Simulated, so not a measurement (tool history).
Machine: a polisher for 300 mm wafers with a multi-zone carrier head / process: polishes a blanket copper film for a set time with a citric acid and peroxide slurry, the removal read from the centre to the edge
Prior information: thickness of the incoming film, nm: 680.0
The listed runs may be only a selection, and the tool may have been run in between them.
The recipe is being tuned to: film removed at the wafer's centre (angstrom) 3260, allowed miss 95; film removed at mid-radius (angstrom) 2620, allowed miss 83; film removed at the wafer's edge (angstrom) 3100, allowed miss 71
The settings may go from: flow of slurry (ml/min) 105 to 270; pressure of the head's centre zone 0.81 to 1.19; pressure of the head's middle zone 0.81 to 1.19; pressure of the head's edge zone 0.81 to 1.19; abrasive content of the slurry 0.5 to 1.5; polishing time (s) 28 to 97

run    day  flow of slurry (ml/min)  pressure of the head's centre zone  pressure of the head's middle zone  pressure of the head's edge zone  abrasive content of the slurry  polishing time (s)  film removed at the wafer's centre (angstrom)  film removed at mid-radius (angstrom)  film removed at the wafer's edge (angstrom)
  1      0                      175                                   1                                   1                                 1                               1                  62                                         2137.6                                 2103.8                                       2132.2
  2  0.338                      175                                   1                                1.04                                 1                               1                  62                                         2150.7                                 2152.6                                       2104.5
  3  0.683                      180                                1.01                                1.03                              1.02                            1.05                  63                                         2222.4                                 2214.3                                       2201.8
  4  1.042                      185                                1.03                                1.02                              1.04                             1.1                  64                                         2380.9                                 2200.9                                       2296.2
  5  1.317                      190                                1.03                                1.02                              1.05                            1.15                  65                                         2433.5                                 2338.1                                         2359
  6   1.35                      190                                1.03                                0.98                              1.05                            1.15                  65                                         2449.1                                 2190.6                                       2361.5
  7  1.512                      190                                1.03                                0.98                              1.06                             1.2                  66                                         2482.3                                 2276.9                                       2398.3
  8  1.538                      195                                1.03                                0.97                              1.07                             1.2                  67                                         2534.1                                 2303.7                                       2498.8
  9   1.75                      200                                1.04                                0.97                              1.08                            1.25                  67                                         2608.4                                 2337.1                                       2505.3
 10  1.921                      200                                1.04                                0.96                              1.09                            1.25                  68                                         2638.6                                 2361.3                                       2572.3
 11  2.167                      205                                1.05                                0.95                               1.1                            1.25                  69                                         2717.3                                 2362.3                                       2628.8
 12  2.412                      205                                1.05                                0.95                              1.11                            1.25                  70                                         2745.3                                 2407.5                                       2666.1
 13    2.5                      205                                1.05                                0.94                              1.12                             1.3                  70                                         2755.3                                 2424.7                                       2720.9
 14    2.7                      210                                1.06                                0.94                              1.13                             1.3                  70                                         2844.7                                   2433                                       2737.9
 15  2.858                      210                                1.06                                0.94                              1.14                             1.3                  70                                         2796.3                                 2420.1                                       2735.7
     2.971  -- worn pad replaced by a new one
 16  2.971                      245                                1.12                                0.91                              1.19                             1.5                  73                                         3518.2                                 2784.4                                       3318.8
 17  3.283                      240                                1.12                                0.91                              1.19                             1.5                  73                                           3526                                 2767.7                                       3297.3
 18  3.404                      235                                1.12                                0.91                              1.19                             1.5                  73                                         3561.2                                   2803                                       3302.2
 19  3.621                      230                                1.11                                0.91                              1.18                             1.5                  73                                         3443.3                                 2742.4                                       3267.3
 20  3.779                      225                                1.11                                0.91                              1.18                             1.5                  73                                         3416.4                                 2762.3                                       3268.9

Consider the 4 candidate settings below. Which is the only one whose results all fall within their allowed miss of target?
  A  3.938                      215                                1.12                                0.84                              1.19                            1.25                  72                                              ?                                      ?                                            ?
  B  3.938                      270                                1.19                                0.86                              1.15                             1.4                  67                                              ?                                      ?                                            ?
  C  3.938                      215                                1.09                                 0.9                              1.15                             1.5                  70                                              ?                                      ?                                            ?
  D  3.938                      245                                1.09                                0.81                              1.14                            1.45                  70                                              ?                                      ?                                            ?

move  film removed at the wafer's centre (angstrom)  film removed at mid-radius (angstrom)  film removed at the wafer's edge (angstrom)
   A                                           3261                                 2467.8                                       3094.9
   B                                         3396.3                                   2457                                       2950.5
   C                                         3206.1                                   2639                                       3068.2
   D                                         3234.4                                 2438.7                                         3070
A: puts the biggest miss on target and leaves a different result outside tolerance
B: the result that was furthest off in the last run now lies on the other side of its target
C: each result inside its tolerance
D: puts the biggest miss on target and leaves a different result outside tolerance
Go with C: it meets all targets.
